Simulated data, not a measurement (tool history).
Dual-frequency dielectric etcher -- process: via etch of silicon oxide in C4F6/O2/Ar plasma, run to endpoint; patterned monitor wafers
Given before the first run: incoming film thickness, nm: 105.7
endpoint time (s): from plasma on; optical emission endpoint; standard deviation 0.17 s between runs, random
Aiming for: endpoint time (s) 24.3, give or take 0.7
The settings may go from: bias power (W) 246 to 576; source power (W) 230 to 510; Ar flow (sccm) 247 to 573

run	hour	bias power (W)	source power (W)	Ar flow (sccm)	endpoint time (s)
1	0	411	370	410	28.206
2	1.4	411	370	471	29.103
3	2.6	436	380	465	27.964
4	8.6	477	380	465	26.933
5	12.6	477	420	465	25.764
6	19.9	430	420	465	26.587
7	28.2	430	420	465	26.889
8	33.9	446	430	463	25.888
9	41.5	456	430	462	25.901
10	42.5	466	430	461	25.519
11	44.1	474	430	460	25.347

Next run, 4 choices. One meets every target within its allowed miss, the rest don't. Which?
A	45.7	514	490	429	?
B	45.7	535	490	460	?
C	45.7	513	440	493	?
D	45.7	495	510	400	?

move	endpoint time (s)
A	23.076
B	22.968
C	24.645
D	22.74
A: moves the result that the last run missed by most past its target, out the other side
B: moves the result that the last run missed by most past its target, out the other side
C: in spec on every target
D: moves the result that the last run missed by most past its target, out the other side
So the answer is move C, the one that meets all the targets.
